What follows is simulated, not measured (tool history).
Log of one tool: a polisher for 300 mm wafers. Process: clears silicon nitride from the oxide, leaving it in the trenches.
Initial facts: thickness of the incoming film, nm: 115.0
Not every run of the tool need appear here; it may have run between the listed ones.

run	day	flow of slurry (ml/min)	pressure of the wafer on the pad (psi)	speed of the pad under the wafer (cm/s)	overpolish time after the end point (s)	time until the end point was called (s)
1	0.000	285	3.1	86	34	122.12
2	0.208	310	3.1	86	34	118.24
3	0.379	300	2.9	86	34	127.82
4	0.650	295	2.7	86	34	136.82
5	0.917	295	2.7	66	34	176.32
6	1.017	295	2.7	66	34	178.11
7	1.358	300	2.8	66	34	170.09

What will run 8 give?
8	1.662	305	2.8	66	34	?

Run 8 measured time until the end point was called (s) 170.85.
